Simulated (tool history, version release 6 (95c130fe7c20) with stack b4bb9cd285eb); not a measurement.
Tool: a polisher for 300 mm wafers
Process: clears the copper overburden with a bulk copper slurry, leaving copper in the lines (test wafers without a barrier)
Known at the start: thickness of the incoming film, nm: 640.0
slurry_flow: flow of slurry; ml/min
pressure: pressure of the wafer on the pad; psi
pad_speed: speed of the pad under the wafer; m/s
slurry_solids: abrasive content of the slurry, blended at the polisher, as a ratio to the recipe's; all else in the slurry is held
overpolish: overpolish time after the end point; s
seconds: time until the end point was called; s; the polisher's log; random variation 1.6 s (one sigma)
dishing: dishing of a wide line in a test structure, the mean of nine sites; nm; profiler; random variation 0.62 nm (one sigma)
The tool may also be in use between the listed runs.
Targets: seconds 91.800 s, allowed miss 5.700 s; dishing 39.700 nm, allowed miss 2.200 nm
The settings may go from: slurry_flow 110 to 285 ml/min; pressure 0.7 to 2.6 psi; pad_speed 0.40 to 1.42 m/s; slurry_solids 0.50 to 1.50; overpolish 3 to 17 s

run 1 hour=0.0 | slurry_flow=180 pressure=1.6 pad_speed=0.90 slurry_solids=1.00 overpolish=9 | seconds=114.510 dishing=31.627
run 2 hour=8.5 | slurry_flow=180 pressure=1.6 pad_speed=0.90 slurry_solids=1.00 overpolish=11 | seconds=117.970 dishing=37.688
run 3 hour=11.5 | slurry_flow=180 pressure=1.6 pad_speed=0.76 slurry_solids=1.00 overpolish=11 | seconds=130.730 dishing=33.557
run 4 hour=13.5 | slurry_flow=145 pressure=1.6 pad_speed=0.76 slurry_solids=1.00 overpolish=11 | seconds=137.700 dishing=32.386
run 5 hour=22.5 | slurry_flow=145 pressure=1.8 pad_speed=0.76 slurry_solids=1.00 overpolish=11 | seconds=129.460 dishing=35.191
run 6 hour=23.3 | slurry_flow=145 pressure=1.8 pad_speed=0.58 slurry_solids=1.00 overpolish=11 | seconds=159.030 dishing=29.208
run 7 hour=27.6 | slurry_flow=160 pressure=2.3 pad_speed=0.62 slurry_solids=1.00 overpolish=9 | seconds=118.570 dishing=31.061
run 8 hour=35.7 | slurry_flow=165 pressure=2.4 pad_speed=0.64 slurry_solids=1.00 overpolish=9 | seconds=113.370 dishing=33.347

Which of these 4 next moves meets every target?
run A hour=43.8 | slurry_flow=110 pressure=2.6 pad_speed=0.88 slurry_solids=0.75 overpolish=6 | seconds=? dishing=?
run B hour=43.8 | slurry_flow=180 pressure=2.6 pad_speed=0.76 slurry_solids=1.00 overpolish=11 | seconds=? dishing=?
run C hour=43.8 | slurry_flow=160 pressure=2.6 pad_speed=0.84 slurry_solids=0.70 overpolish=9 | seconds=? dishing=?
run D hour=43.8 | slurry_flow=170 pressure=2.5 pad_speed=0.62 slurry_solids=1.10 overpolish=13 | seconds=? dishing=?

move=A seconds=94.718 dishing=28.580
move=B seconds=89.834 dishing=48.954
move=C seconds=92.151 dishing=41.049
move=D seconds=108.760 dishing=47.881
A: brings the result that was furthest off to its target, and leaves another outside
B: brings the result that was furthest off to its target, and leaves another outside
C: meets every target
D: as far off as the last run
Answer: C

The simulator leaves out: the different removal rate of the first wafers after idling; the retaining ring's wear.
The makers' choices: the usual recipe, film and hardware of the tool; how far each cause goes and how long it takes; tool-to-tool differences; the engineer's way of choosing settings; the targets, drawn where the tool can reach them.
